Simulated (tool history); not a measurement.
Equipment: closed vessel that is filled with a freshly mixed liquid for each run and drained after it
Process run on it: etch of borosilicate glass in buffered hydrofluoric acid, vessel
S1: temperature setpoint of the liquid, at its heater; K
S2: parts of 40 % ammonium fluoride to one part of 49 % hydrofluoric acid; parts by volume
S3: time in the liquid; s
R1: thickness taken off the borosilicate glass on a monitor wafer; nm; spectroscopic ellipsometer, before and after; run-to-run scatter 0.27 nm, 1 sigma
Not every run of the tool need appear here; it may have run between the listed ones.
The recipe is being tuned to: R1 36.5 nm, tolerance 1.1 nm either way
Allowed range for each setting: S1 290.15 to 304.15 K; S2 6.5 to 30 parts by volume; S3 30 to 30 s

run	hour	S1	S2	S3	R1
1	0	296.15	19.5	30	15.797
2	6.3	296.15	16	30	18.603
3	7.6	296.15	16	30	18.548
4	8.8	294.15	16	30	16.733
5	17.6	297.65	16	30	20.114
6	22.6	297.65	16	30	20.52
# hour 30.7: hydrofluoric acid flow meter replaced
7	30.7	299.65	14.5	30	27.204
8	36.4	303.65	14.5	30	33.28
9	39.2	303.65	14	30	34.462

Exactly one of the 4 candidate moves below puts every result within its allowed miss. Which one?
A	42	304.15	13	30	?
B	42	300.65	10.5	30	?
C	42	301.15	12.5	30	?
D	42	301.65	12	30	?

move	R1
A	37.999
B	39.101
C	33.803
D	36.123
A: takes the result that was furthest off past its target
B: takes the result that was furthest off past its target
C: its largest miss is bigger than the last run's
D: every result lands within tolerance
D is the move that brings every result within its allowed miss.

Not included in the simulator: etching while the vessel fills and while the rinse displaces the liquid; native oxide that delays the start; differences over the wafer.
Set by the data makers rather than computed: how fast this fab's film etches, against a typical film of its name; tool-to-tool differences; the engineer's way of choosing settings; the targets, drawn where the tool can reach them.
